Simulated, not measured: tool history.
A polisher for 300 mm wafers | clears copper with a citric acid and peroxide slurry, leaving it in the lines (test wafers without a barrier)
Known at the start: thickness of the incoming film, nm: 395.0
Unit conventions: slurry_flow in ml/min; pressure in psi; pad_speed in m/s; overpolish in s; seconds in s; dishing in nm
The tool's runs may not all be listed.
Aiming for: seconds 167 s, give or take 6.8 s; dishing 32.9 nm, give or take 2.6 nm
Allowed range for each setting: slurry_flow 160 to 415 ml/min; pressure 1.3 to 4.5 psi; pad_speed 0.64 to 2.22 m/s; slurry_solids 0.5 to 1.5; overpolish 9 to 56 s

| run | hour | slurry_flow | pressure | pad_speed | slurry_solids | overpolish | seconds | dishing |
|---|---|---|---|---|---|---|---|---|
| 1 | 0 | 265 | 2.9 | 1.42 | 1 | 29 | 129.9 | 53.403 |
| 2 | 5.3 | 265 | 2.7 | 1.42 | 1 | 26 | 139.2 | 46.193 |
| 3 | 8.8 | 265 | 2.5 | 1.42 | 1 | 24 | 151.27 | 40.674 |
| 4 | 15.2 | 265 | 2.4 | 1.42 | 1 | 23 | 153.74 | 38.729 |
| 5 | 21 | 265 | 2.4 | 1.66 | 1 | 23 | 135.48 | 42.754 |
| 6 | 27.7 | 265 | 2.4 | 1.86 | 1 | 23 | 121.44 | 46.59 |
| 7 | 32 | 265 | 2.1 | 1.86 | 1 | 22 | 139.04 | 41.037 |
| 8 | 36.9 | 265 | 2 | 1.86 | 1 | 21 | 142.36 | 38.661 |
| 9 | 44.2 | 265 | 1.4 | 1.84 | 1 | 20 | 192.12 | 27.743 |
| 10 | 49.7 | 265 | 1.5 | 1.84 | 1 | 20 | 187.88 | 28.915 |
| 11 | 53.6 | 265 | 1.6 | 1.84 | 1 | 20 | 170.62 | 29.835 |
| 12 | 59.2 | 265 | 1.6 | 1.84 | 1 | 20 | 172.12 | 30.612 |

Which of these 4 next moves meets every target?
| A | 64.8 | 225 | 1.5 | 2.06 | 0.8 | 18 | ? | ? |
| B | 64.8 | 270 | 1.3 | 2.14 | 1.45 | 18 | ? | ? |
| C | 64.8 | 275 | 1.6 | 1.92 | 0.9 | 21 | ? | ? |
| D | 64.8 | 275 | 1.4 | 1.84 | 1.4 | 27 | ? | ? |

| move | seconds | dishing |
|---|---|---|
| A | 174.93 | 27.621 |
| B | 169.26 | 28.155 |
| C | 170.04 | 32.287 |
| D | 183.52 | 36.792 |
A: moves away from the targets compared with the last run
B: moves away from the targets compared with the last run
C: all results land within tolerance of their targets
D: the result that was furthest off in the last run now lies on the other side of its target
Correct choice: C, which meets every target
